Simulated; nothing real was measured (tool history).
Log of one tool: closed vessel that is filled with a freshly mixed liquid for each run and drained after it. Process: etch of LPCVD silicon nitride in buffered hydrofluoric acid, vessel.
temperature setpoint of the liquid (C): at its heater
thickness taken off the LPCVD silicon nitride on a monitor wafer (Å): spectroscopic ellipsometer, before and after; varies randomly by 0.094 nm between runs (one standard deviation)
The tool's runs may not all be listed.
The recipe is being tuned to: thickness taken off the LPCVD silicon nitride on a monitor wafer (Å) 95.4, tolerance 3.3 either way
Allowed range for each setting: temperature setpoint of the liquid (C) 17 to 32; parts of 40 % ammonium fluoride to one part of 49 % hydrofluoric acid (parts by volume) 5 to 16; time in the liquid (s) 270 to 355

run	day	temperature setpoint of the liquid (C)	parts of 40 % ammonium fluoride to one part of 49 % hydrofluoric acid (parts by volume)	time in the liquid (s)	thickness taken off the LPCVD silicon nitride on a monitor wafer (Å)
1	0	24	9.5	355	56.899
2	0.25	24	9.5	270	42.97
3	0.542	24	6.5	270	63.255
4	0.683	24	5.5	270	72.955
5	0.804	25	5.5	270	77.005
6	1.033	25	8	270	53.701
7	1.338	25.5	7.5	290	63.428
8	1.617	27	7	290	75.021
9	1.733	28	7	290	78.515
10	1.838	28	7	290	78.981
11	2.212	28.5	7	290	81.779
12	2.5	29	7	290	82.107
13	2.842	29.5	7	290	85.006

4 candidate next runs follow, results not yet known. Just one meets every target within its allowed miss. Identify it.
A	3.183	31	7	330	?
B	3.183	28.5	7	285	?
C	3.183	31.5	7	295	?
D	3.183	30	7	345	?

move	thickness taken off the LPCVD silicon nitride on a monitor wafer (Å)
A	104.97
B	79.517
C	96.304
D	104.16
A: takes the biggest miss from the last run beyond its target
B: further off than the last run
C: all results in spec
D: takes the biggest miss from the last run beyond its target
C is the move that brings every result within its allowed miss.

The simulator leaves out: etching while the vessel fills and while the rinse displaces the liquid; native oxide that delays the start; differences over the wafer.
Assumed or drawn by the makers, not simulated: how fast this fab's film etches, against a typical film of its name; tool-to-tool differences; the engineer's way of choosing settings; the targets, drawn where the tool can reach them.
